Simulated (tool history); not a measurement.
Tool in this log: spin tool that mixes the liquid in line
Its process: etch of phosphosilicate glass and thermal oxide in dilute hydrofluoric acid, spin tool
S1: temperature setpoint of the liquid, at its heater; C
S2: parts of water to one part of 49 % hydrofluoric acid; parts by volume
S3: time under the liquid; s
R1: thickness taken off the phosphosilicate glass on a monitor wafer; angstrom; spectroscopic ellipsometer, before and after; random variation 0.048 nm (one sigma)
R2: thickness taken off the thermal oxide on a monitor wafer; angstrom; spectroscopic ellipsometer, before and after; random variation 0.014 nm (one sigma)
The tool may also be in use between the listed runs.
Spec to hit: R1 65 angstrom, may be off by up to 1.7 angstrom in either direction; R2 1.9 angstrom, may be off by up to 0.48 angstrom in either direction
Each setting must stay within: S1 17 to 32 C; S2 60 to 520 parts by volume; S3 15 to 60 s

run,hour,S1,S2,S3,R1,R2
1,0,24,290,30,139.16,3.8393
2,2.8,24,215,30,201.9,4.8326
3,10.5,24,270,30,151.22,4.2256
4,15.6,22,310,30,119.32,3.48
5,21.2,24,310,30,126.62,3.6819
6,25.7,24,310,35,148.05,4.4599
7,29.6,22,350,35,119.97,3.5342
8,36,22,350,35,117.74,3.1259
9,41.3,18,465,35,70.663,2.2021
10,48.8,18,470,35,69.725,1.9523
11,50.8,18,475,35,69.247,1.8449

Pick the move, out of 4, that brings all results within their allowed miss; only one does.
A,52.8,17.5,435,35,?,?
B,52.8,19,395,25,?,?
C,52.8,17,325,20,?,?
D,52.8,17,395,25,?,?

move,R1,R2
A,75.644,1.8873
B,64.746,1.6154
C,61.98,1.5464
D,60.282,1.504
A: its largest miss is bigger than the last run's
B: every result within its allowed miss
C: carries the result that was furthest off beyond its target, to the other side
D: carries the result that was furthest off beyond its target, to the other side
So the answer is move B, the one that meets all the targets.

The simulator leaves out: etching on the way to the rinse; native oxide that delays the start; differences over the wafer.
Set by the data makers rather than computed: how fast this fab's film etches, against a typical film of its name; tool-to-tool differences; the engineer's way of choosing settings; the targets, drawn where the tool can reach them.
